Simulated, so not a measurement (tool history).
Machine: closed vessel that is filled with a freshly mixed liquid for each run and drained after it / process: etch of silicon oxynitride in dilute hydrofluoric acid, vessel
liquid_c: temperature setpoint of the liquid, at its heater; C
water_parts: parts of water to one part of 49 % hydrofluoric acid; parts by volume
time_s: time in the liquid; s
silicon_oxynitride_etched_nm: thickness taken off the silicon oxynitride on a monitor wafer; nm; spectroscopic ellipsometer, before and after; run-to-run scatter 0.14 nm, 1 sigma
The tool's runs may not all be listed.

run 1 hour=0 | liquid_c=20 water_parts=235 time_s=795 | silicon_oxynitride_etched_nm=13.365
run 2 hour=8.8 | liquid_c=17 water_parts=235 time_s=795 | silicon_oxynitride_etched_nm=11.711
run 3 hour=11.9 | liquid_c=18.5 water_parts=230 time_s=795 | silicon_oxynitride_etched_nm=12.823
run 4 hour=20.7 | liquid_c=17 water_parts=230 time_s=795 | silicon_oxynitride_etched_nm=11.922
run 5 hour=22.7 | liquid_c=18.5 water_parts=230 time_s=795 | silicon_oxynitride_etched_nm=12.723
run 6 hour=29.6 | liquid_c=19.5 water_parts=225 time_s=795 | silicon_oxynitride_etched_nm=13.847
run 7 hour=33.7 | liquid_c=23.5 water_parts=220 time_s=795 | silicon_oxynitride_etched_nm=16.855

Expected results for the next run?
run 8 hour=42.8 | liquid_c=27.5 water_parts=205 time_s=795 | silicon_oxynitride_etched_nm=?

{"run 8": {"silicon_oxynitride_etched_nm": 22.029}}
